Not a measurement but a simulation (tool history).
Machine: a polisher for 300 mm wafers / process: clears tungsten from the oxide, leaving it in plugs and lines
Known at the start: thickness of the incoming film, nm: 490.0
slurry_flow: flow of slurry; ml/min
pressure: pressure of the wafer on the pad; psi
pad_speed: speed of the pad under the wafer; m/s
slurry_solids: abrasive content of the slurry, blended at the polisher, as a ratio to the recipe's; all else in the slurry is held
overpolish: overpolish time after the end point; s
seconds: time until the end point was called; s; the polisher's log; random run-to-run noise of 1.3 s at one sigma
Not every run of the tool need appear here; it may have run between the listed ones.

run  hour  slurry_flow  pressure  pad_speed  slurry_solids  overpolish  seconds
  1     0          150       2.4       1.26              1          13   109.58
  2   1.1          150       2.3       1.26              1          13   114.92
  3   7.6          135       2.3       1.26              1          13   113.99
  4  14.7          135       2.3       1.26            0.8          13   119.16
  5  17.8          135       2.1       1.26            0.8          13    129.4
  6  22.2          135       1.6       1.26            0.8          13   173.37

For run 7, what comes out?
  7  29.6          135       1.7       1.26            0.8          13        ?

Logged for run 7: seconds 160.87 s.
